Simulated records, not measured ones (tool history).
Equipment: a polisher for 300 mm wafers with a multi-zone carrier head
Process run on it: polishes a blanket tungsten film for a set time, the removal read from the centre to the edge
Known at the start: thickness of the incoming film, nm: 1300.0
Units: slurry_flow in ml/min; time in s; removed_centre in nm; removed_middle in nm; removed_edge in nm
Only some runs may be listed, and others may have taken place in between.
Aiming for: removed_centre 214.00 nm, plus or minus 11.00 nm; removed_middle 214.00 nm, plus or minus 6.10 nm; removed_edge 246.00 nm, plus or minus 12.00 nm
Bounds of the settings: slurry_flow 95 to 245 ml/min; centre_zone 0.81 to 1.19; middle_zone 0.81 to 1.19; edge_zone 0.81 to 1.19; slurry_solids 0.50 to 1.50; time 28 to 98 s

| run | hour | slurry_flow | centre_zone | middle_zone | edge_zone | slurry_solids | time | removed_centre | removed_middle | removed_edge |
|---|---|---|---|---|---|---|---|---|---|---|
| 1 | 0.0 | 155 | 1.00 | 1.00 | 1.00 | 1.00 | 63 | 252.09 | 248.87 | 255.42 |
| 2 | 7.6 | 155 | 1.00 | 1.03 | 1.00 | 1.00 | 63 | 253.43 | 254.97 | 252.47 |
| 3 | 16.1 | 155 | 1.00 | 0.98 | 1.00 | 1.00 | 63 | 248.30 | 243.46 | 249.12 |
| 4 | 19.9 | 145 | 0.99 | 0.96 | 1.02 | 1.00 | 63 | 238.72 | 236.07 | 256.11 |
| 5 | 25.7 | 145 | 0.99 | 0.91 | 1.02 | 1.00 | 63 | 247.65 | 229.78 | 244.33 |
| 6 | 27.0 | 165 | 0.99 | 0.91 | 1.02 | 1.00 | 63 | 247.54 | 234.56 | 259.09 |
| 7 | 28.1 | 160 | 0.98 | 0.90 | 1.03 | 1.00 | 63 | 244.71 | 234.31 | 262.32 |
| 8 | 33.0 | 155 | 0.97 | 0.89 | 1.03 | 1.00 | 63 | 234.54 | 226.18 | 252.31 |
| 9 | 39.8 | 150 | 0.96 | 0.89 | 1.04 | 1.00 | 63 | 238.34 | 230.52 | 254.64 |
| 10 | 47.5 | 145 | 0.95 | 0.88 | 1.05 | 1.00 | 63 | 236.07 | 225.07 | 260.87 |
| 11 | 50.6 | 115 | 0.90 | 0.89 | 1.00 | 0.90 | 63 | 204.01 | 209.34 | 233.11 |

Next run, 5 choices. One meets every target within its allowed miss, the rest don't. Which?
| A | 53.7 | 165 | 0.94 | 0.81 | 1.15 | 1.05 | 57 | ? | ? | ? |
| B | 53.7 | 100 | 0.84 | 0.81 | 1.12 | 0.90 | 66 | ? | ? | ? |
| C | 53.7 | 130 | 0.81 | 0.86 | 1.02 | 0.85 | 65 | ? | ? | ? |
| D | 53.7 | 100 | 0.98 | 0.96 | 0.95 | 1.00 | 60 | ? | ? | ? |
| E | 53.7 | 95 | 0.91 | 0.85 | 0.99 | 0.95 | 67 | ? | ? | ? |

| move | removed_centre | removed_middle | removed_edge |
|---|---|---|---|
| A | 213.21 | 199.58 | 244.33 |
| B | 189.37 | 201.14 | 249.46 |
| C | 187.39 | 213.05 | 238.72 |
| D | 207.95 | 211.08 | 215.88 |
| E | 209.29 | 211.76 | 240.41 |
A: puts the biggest miss on target and leaves a different result outside tolerance
B: puts the biggest miss on target and leaves a different result outside tolerance
C: puts the biggest miss on target and leaves a different result outside tolerance
D: moves away from the targets compared with the last run
E: all results in spec
E is the move that brings every result within its allowed miss.
